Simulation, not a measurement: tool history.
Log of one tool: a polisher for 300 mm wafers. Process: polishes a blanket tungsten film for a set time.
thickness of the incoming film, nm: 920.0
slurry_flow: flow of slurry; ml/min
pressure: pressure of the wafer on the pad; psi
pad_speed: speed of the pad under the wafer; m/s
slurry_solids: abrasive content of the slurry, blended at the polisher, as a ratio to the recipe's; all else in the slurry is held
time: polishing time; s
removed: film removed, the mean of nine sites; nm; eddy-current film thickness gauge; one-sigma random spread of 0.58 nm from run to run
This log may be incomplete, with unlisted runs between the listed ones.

run  hour  slurry_flow  pressure  pad_speed  slurry_solids  time  removed
  1     0          310       4.4       0.84              1    31   133.53
  2   3.4          310       3.8       0.82              1    31   116.57
  3  10.5          310       3.8       0.82            1.2    31   120.27
  4  15.3          310       3.8       0.72            1.2    31   106.83
  5  16.2          310       3.8       0.72            1.2    31   108.37
  6  24.8          310       3.4       0.72            1.2    31   98.511
  7  33.4          310       3.1       0.72            1.2    31   90.604

Estimate the outcome of run 8 from the log above:
  8  35.2          310       2.9       0.72            1.2    31        ?

removed: 85.441 nm
